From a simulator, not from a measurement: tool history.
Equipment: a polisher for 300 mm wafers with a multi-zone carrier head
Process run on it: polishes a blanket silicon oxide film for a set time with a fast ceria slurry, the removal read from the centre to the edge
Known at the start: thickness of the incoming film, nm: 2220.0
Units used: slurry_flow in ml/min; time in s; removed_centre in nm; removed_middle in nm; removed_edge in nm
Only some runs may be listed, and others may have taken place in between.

{"run": 1, "hour": 0.0, "slurry_flow": 305, "centre_zone": 1.0, "middle_zone": 1.0, "edge_zone": 1.0, "time": 50, "removed_centre": 776.44, "removed_middle": 792.18, "removed_edge": 817.6}
{"run": 2, "hour": 1.4, "slurry_flow": 310, "centre_zone": 1.01, "middle_zone": 1.03, "edge_zone": 1.02, "time": 53, "removed_centre": 817.4, "removed_middle": 846.69, "removed_edge": 872.61}
{"run": 3, "hour": 4.1, "slurry_flow": 310, "centre_zone": 1.01, "middle_zone": 1.03, "edge_zone": 1.02, "time": 62, "removed_centre": 982.26, "removed_middle": 986.88, "removed_edge": 1011.9}
{"run": 4, "hour": 8.6, "slurry_flow": 310, "centre_zone": 1.01, "middle_zone": 1.08, "edge_zone": 1.02, "time": 62, "removed_centre": 972.98, "removed_middle": 1002.8, "removed_edge": 1032.2}
{"run": 5, "hour": 9.7, "slurry_flow": 310, "centre_zone": 1.01, "middle_zone": 1.01, "edge_zone": 1.02, "time": 62, "removed_centre": 995.24, "removed_middle": 983.8, "removed_edge": 1026.5}
{"run": 6, "hour": 10.3, "slurry_flow": 320, "centre_zone": 1.01, "middle_zone": 1.04, "edge_zone": 1.01, "time": 63, "removed_centre": 997.04, "removed_middle": 1009.3, "removed_edge": 1032.3}
{"hour": 15.7, "done": "slurry nozzle cleaned"}
{"run": 7, "hour": 15.7, "slurry_flow": 325, "centre_zone": 1.01, "middle_zone": 1.06, "edge_zone": 1.0, "time": 64, "removed_centre": 1043.9, "removed_middle": 1086.9, "removed_edge": 1073.3}
{"run": 8, "hour": 20.3, "slurry_flow": 340, "centre_zone": 1.01, "middle_zone": 1.07, "edge_zone": 1.0, "time": 64, "removed_centre": 1063.3, "removed_middle": 1099.5, "removed_edge": 1080.2}
{"run": 9, "hour": 21.4, "slurry_flow": 350, "centre_zone": 1.0, "middle_zone": 1.08, "edge_zone": 1.0, "time": 64, "removed_centre": 1025.7, "removed_middle": 1083.2, "removed_edge": 1071.3}
{"run": 10, "hour": 22.0, "slurry_flow": 355, "centre_zone": 1.01, "middle_zone": 1.1, "edge_zone": 1.0, "time": 64, "removed_centre": 1036.0, "removed_middle": 1110.5, "removed_edge": 1092.0}

For run 11, what comes out?
{"run": 11, "hour": 26.0, "slurry_flow": 370, "centre_zone": 1.02, "middle_zone": 1.11, "edge_zone": 1.0, "time": 64, "removed_centre": "?", "removed_middle": "?", "removed_edge": "?"}

Run 11 measured removed_centre 1040.10 nm, removed_middle 1095.40 nm, removed_edge 1088.10 nm.
